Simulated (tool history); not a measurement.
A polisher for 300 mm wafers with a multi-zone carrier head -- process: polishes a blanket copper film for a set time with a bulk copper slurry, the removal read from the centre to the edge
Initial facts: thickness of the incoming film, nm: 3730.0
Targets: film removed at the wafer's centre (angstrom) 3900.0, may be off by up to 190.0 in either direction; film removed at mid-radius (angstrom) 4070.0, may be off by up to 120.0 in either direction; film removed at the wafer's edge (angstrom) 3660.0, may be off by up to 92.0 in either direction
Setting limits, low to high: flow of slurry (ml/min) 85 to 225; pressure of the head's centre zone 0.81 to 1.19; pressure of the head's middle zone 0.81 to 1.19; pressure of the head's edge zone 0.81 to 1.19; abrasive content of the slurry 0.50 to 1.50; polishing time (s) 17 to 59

run	day	flow of slurry (ml/min)	pressure of the head's centre zone	pressure of the head's middle zone	pressure of the head's edge zone	abrasive content of the slurry	polishing time (s)	film removed at the wafer's centre (angstrom)	film removed at mid-radius (angstrom)	film removed at the wafer's edge (angstrom)
1	0.000	145	1.00	1.00	1.00	1.00	38	3401.0	3362.3	3314.9
2	0.108	145	1.05	1.00	1.00	1.00	38	3551.6	3347.8	3354.3
3	0.379	165	1.05	1.04	1.01	1.00	38	3601.1	3534.0	3371.7
4	0.600	165	1.09	1.04	1.01	1.00	38	3727.3	3521.3	3368.6
5	0.725	175	1.08	1.07	1.03	1.05	38	3787.9	3708.2	3426.2
6	0.812	180	1.07	1.08	1.06	1.10	38	3911.7	3827.8	3599.2
7	1.117	185	1.06	1.09	1.06	1.10	38	3774.0	3884.2	3582.0
8	1.158	190	1.06	1.10	1.06	1.10	38	3841.1	3923.8	3629.4
9	1.342	195	1.06	1.11	1.06	1.10	38	3919.1	3901.2	3618.2

Consider the 4 candidate settings below. Which is the only one whose results all fall within their allowed miss of target?
A	1.525	225	1.03	1.09	0.99	1.05	40	?	?	?
B	1.525	220	1.00	1.00	0.98	1.10	40	?	?	?
C	1.525	210	1.03	1.13	1.09	1.00	36	?	?	?
D	1.525	170	1.06	1.19	1.06	1.15	39	?	?	?

move	film removed at the wafer's centre (angstrom)	film removed at mid-radius (angstrom)	film removed at the wafer's edge (angstrom)
A	3874.5	4118.2	3736.0
B	3791.1	3862.5	3758.4
C	3413.0	3743.5	3458.5
D	3819.5	4267.4	3743.8
A: in spec on every target
B: moves away from the targets compared with the last run
C: moves away from the targets compared with the last run
D: pushes the last run's worst result past its target
Move A is the one to make.
